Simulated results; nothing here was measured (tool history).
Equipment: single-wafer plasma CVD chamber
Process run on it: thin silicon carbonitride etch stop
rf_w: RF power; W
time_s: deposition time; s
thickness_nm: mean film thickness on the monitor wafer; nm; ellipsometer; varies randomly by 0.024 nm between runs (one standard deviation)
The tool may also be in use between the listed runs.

run,hour,rf_w,time_s,thickness_nm
1,0.0,245,11.5,6.8987
2,4.7,230,11.5,6.8191
3,13.6,225,11.2,6.5924
4,21.1,220,11.0,6.4035
5,29.1,220,11.9,6.9873
6,36.2,215,11.6,6.7503
7,38.1,210,11.4,6.5908
8,44.5,170,9.7,5.3700
9,50.0,175,9.7,5.3870

Estimate the outcome of run 10 from the log above:
10,55.4,180,9.7,?

thickness_nm: 5.4543 nm
